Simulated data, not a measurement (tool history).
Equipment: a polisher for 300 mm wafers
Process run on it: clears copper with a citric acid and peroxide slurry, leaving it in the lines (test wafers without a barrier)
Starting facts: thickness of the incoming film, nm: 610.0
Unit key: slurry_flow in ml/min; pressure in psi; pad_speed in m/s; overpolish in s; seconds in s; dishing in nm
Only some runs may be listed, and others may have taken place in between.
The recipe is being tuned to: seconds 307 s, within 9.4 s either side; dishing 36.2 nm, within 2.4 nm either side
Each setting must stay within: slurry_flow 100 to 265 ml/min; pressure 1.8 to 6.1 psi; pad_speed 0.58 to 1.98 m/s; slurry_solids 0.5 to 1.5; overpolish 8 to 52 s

run  hour  slurry_flow  pressure  pad_speed  slurry_solids  overpolish  seconds  dishing
  1     0          170       3.9       1.28              1          26    133.2   65.239
  2   8.8          170       3.9       1.28           0.85          26   137.49   63.842
  3  11.4          170       3.9       1.28           0.85          22   140.17   56.708
  4  12.9          170       3.9       1.28           0.85          26   138.49    62.56
  5  16.5          170       3.9       1.28           0.85          35   140.54   77.524
  6  19.3          170       2.9       1.28           0.85          35   184.03     62.8
  7  20.9          165       2.6       1.22           0.85          34   216.73   53.349
  8  26.4          160       2.4        1.2           0.85          33   239.61   49.181
  9    29          150       2.3        1.2           0.85          32   247.88   46.021
 10  35.6          145       2.2        1.2           0.85          31   260.46   43.127
 11  41.7          140       2.1        1.2           0.85          31   277.12   41.169
 12  46.7          135       2.1        1.2           0.85          31   281.32   41.632
 13  49.1          130       2.1        1.2           0.85          30   283.58   38.703
 14    58          125       2.1        1.2           0.85          30   282.13   39.659
 15  60.4          120       2.1        1.2           0.85          30   287.71   39.175
 16  65.6          115       2.1        1.2           0.85          30   293.17   38.879
 17    68          110       2.1        1.2           0.85          29   295.06   36.373

Exercise: of the 4 proposed moves below, exactly one satisfies all targets within the stated allowed misses. Which move is it?
  A  70.4          115       1.9       1.16            0.8          42        ?        ?
  B  70.4          110       2.6       1.02           0.55          36        ?        ?
  C  70.4          115         3        0.9           0.85          24        ?        ?
  D  70.4          100       2.2        1.1            0.9          30        ?        ?

move  seconds  dishing
   A   335.91   43.686
   B   328.77   40.508
   C   269.58   34.431
   D   307.72   36.377
A: pushes the last run's worst result past its target
B: pushes the last run's worst result past its target
C: further off than the last run
D: all results land within tolerance of their targets
Move D is the one to make.

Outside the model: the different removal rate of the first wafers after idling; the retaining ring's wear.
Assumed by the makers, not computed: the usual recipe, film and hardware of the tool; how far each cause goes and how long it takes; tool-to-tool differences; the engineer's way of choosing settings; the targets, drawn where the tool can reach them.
